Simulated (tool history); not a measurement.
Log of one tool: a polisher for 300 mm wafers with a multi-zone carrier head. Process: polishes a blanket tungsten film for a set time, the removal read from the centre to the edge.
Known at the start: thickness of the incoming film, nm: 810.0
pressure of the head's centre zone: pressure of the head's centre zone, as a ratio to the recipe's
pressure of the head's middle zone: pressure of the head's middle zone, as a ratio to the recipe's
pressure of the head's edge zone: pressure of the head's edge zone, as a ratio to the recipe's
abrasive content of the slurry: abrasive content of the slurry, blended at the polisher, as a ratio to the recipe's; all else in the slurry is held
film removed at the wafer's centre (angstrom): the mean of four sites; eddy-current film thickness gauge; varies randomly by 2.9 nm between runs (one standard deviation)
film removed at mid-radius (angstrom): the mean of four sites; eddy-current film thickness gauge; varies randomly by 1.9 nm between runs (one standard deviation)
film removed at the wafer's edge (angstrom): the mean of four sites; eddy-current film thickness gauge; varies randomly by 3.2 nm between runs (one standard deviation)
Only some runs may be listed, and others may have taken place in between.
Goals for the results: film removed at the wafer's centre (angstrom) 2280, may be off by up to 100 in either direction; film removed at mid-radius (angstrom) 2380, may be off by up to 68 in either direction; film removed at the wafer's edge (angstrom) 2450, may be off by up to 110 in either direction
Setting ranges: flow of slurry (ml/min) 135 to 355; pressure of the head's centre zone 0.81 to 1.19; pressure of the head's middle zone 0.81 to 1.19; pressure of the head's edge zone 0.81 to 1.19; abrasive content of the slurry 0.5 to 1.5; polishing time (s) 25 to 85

run	hour	flow of slurry (ml/min)	pressure of the head's centre zone	pressure of the head's middle zone	pressure of the head's edge zone	abrasive content of the slurry	polishing time (s)	film removed at the wafer's centre (angstrom)	film removed at mid-radius (angstrom)	film removed at the wafer's edge (angstrom)
1	0	225	1	1	1	1	55	3406.1	3315.1	3332.9
2	0.7	225	1	1	1	1.15	55	3581.1	3483.7	3516.8
3	2.6	225	1.05	1	1	1.15	55	3707.3	3414.8	3452.6
4	10.8	220	1.02	0.99	0.99	1.05	54	3396.3	3258	3282.6
5	16.1	210	1	0.97	0.97	0.95	54	3253.9	3033.4	3138.6
6	24	205	0.97	0.97	0.96	0.85	53	2907.2	2867.6	2917.6
7	31.3	180	0.87	0.87	0.86	0.6	52	2228.4	2210.2	2366.5
8	40.1	185	0.87	0.88	0.86	0.6	52	2244.5	2265.1	2385.3
9	48.3	190	0.87	0.88	0.86	0.6	52	2281.6	2233.4	2374.7
10	55.4	200	0.85	0.94	0.89	0.65	52	2360.2	2488.8	2521.9
11	63.7	195	0.85	0.94	0.89	0.65	52	2336.7	2461.1	2515.5
12	67.2	190	0.85	0.94	0.89	0.65	52	2341.1	2451.5	2549.3
13	72.1	190	0.85	0.94	0.88	0.65	52	2254.9	2467.3	2545.6

Which one of the following 4 next-run settings gets every result inside its allowed miss? There is exactly one.
A	77	135	0.9	0.94	0.87	0.7	52	?	?	?
B	77	215	0.87	1.01	0.83	0.55	53	?	?	?
C	77	210	0.83	1.04	0.86	0.6	51	?	?	?
D	77	140	0.81	0.81	0.85	1	50	?	?	?

move	film removed at the wafer's centre (angstrom)	film removed at mid-radius (angstrom)	film removed at the wafer's edge (angstrom)
A	2357.2	2386.3	2429.7
B	2315.2	2537.1	2324.8
C	2217	2594.3	2356.7
D	2374.7	2328.8	2650.4
A: all results in spec
B: misses by more than the last run did
C: misses by more than the last run did
D: the furthest-off result lands on target, but another misses its tolerance
A is the move that brings every result within its allowed miss.
